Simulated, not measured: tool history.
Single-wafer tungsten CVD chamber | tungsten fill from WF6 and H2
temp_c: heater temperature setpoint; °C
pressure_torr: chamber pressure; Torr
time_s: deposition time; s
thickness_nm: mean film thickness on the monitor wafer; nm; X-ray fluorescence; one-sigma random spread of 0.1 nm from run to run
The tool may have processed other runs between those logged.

run	hour	temp_c	pressure_torr	time_s	thickness_nm
1	0.0	370	37.3	13.1	22.775
2	2.9	370	37.3	13.1	22.898
3	10.5	370	37.3	13.5	23.707
4	17.8	370	37.3	13.5	23.734
5	18.4	370	37.3	13.1	22.855
6	23.9	368	37.2	13.1	22.002
7	29.1	368	37.2	13.1	21.978

Expected results for the next run?
8	37.2	366	37.1	13.1	?

thickness_nm: 21.162 nm
